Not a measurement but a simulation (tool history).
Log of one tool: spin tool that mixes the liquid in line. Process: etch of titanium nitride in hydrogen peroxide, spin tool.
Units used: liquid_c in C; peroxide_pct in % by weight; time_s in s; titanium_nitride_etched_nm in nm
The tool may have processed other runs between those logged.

run 1 hour=0.0 | liquid_c=46.0 peroxide_pct=19.0 time_s=280 | titanium_nitride_etched_nm=8.8704
run 2 hour=5.6 | liquid_c=46.0 peroxide_pct=22.5 time_s=280 | titanium_nitride_etched_nm=9.1233
run 3 hour=13.6 | liquid_c=48.5 peroxide_pct=22.5 time_s=280 | titanium_nitride_etched_nm=10.9880
run 4 hour=22.2 | liquid_c=48.5 peroxide_pct=22.5 time_s=305 | titanium_nitride_etched_nm=12.0950
run 5 hour=25.7 | liquid_c=46.0 peroxide_pct=21.0 time_s=300 | titanium_nitride_etched_nm=9.6592
run 6 hour=31.9 | liquid_c=44.0 peroxide_pct=20.5 time_s=300 | titanium_nitride_etched_nm=8.2433
run 7 hour=35.9 | liquid_c=36.0 peroxide_pct=16.5 time_s=290 | titanium_nitride_etched_nm=4.1821

Forecast run 8:
run 8 hour=42.0 | liquid_c=35.5 peroxide_pct=16.5 time_s=290 | titanium_nitride_etched_nm=?

For run 8 the tool returned titanium_nitride_etched_nm 3.9212 nm.

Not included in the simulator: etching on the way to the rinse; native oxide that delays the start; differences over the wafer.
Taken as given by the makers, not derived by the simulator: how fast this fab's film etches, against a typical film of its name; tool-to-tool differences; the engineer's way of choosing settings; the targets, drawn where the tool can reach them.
